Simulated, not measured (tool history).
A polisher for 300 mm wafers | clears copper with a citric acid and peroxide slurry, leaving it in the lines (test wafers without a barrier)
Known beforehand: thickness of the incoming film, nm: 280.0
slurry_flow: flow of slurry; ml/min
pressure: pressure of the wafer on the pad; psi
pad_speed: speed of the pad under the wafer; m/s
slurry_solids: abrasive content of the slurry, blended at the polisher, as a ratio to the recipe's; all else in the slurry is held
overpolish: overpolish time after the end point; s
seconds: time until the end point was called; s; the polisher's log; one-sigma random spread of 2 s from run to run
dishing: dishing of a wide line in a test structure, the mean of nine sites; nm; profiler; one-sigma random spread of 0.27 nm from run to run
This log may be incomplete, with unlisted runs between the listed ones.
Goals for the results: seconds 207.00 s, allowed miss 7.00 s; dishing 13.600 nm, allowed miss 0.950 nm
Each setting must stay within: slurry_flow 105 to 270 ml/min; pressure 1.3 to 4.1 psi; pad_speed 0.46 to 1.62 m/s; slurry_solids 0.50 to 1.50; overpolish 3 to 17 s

run,hour,slurry_flow,pressure,pad_speed,slurry_solids,overpolish,seconds,dishing
1,0.0,175,2.7,1.04,1.00,9,133.53,13.914
2,9.0,170,2.5,1.04,1.00,10,144.24,14.569
3,9.9,125,2.5,1.04,1.00,10,146.34,13.398
4,16.2,125,2.5,1.04,0.90,10,153.39,12.787
5,21.6,125,2.3,1.04,0.90,11,161.32,13.843
6,30.4,125,2.3,1.04,0.90,12,162.53,14.942
7,38.4,125,2.2,1.04,0.90,12,167.02,15.004
8,44.3,125,2.1,1.04,0.90,12,170.16,14.417
9,49.4,125,2.0,1.04,0.90,12,175.32,13.633
10,53.8,125,1.9,1.04,0.90,12,182.61,13.598

4 next moves are on the table. One of them brings every result within its allowed miss. Which?
A,58.2,120,1.6,0.94,1.00,14,?,?
B,58.2,140,1.7,0.96,0.95,13,?,?
C,58.2,105,2.0,0.88,0.90,16,?,?
D,58.2,110,1.6,1.04,1.15,15,?,?

move,seconds,dishing
A,206.27,13.533
B,193.40,13.417
C,206.84,15.357
D,188.92,15.696
A: every result within its allowed miss
B: nearer the targets than the last run, but a result is still out of spec
C: brings the last run's worst result on target, with another outside its allowed miss
D: nearer the targets than the last run, but a result is still out of spec
Correct choice: A, which meets every target
